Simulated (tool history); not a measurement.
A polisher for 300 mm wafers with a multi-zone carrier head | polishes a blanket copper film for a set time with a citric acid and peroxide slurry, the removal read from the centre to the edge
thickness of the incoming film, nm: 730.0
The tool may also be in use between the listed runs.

run	hour	flow of slurry (ml/min)	pressure of the head's centre zone	pressure of the head's middle zone	pressure of the head's edge zone	abrasive content of the slurry	polishing time (s)	film removed at the wafer's centre (nm)	film removed at mid-radius (nm)	film removed at the wafer's edge (nm)
1	0.0	215	1.00	1.00	1.00	1.00	31	70.169	69.035	70.915
2	1.8	190	1.00	1.00	1.00	1.00	31	69.260	67.984	69.743
3	3.8	185	0.97	1.00	0.97	0.90	29	60.765	63.083	62.933
4	7.5	185	1.00	1.00	0.97	0.90	29	63.235	62.549	64.130
5	10.4	185	1.00	1.00	0.94	0.90	29	63.187	63.370	61.231
6	11.1	180	0.97	0.98	0.92	0.80	27	55.837	57.164	57.113
7	18.5	200	0.92	1.04	0.84	0.55	18	34.852	38.878	35.454
8	24.0	205	0.92	1.05	0.87	0.55	18	35.267	38.460	35.852

The next listed run, before its measurement:
9	26.9	205	0.92	1.05	0.89	0.60	18	?	?	?

{"run 9": {"film removed at the wafer's centre (nm)": 35.213, "film removed at mid-radius (nm)": 40.016, "film removed at the wafer's edge (nm)": 37.073}}
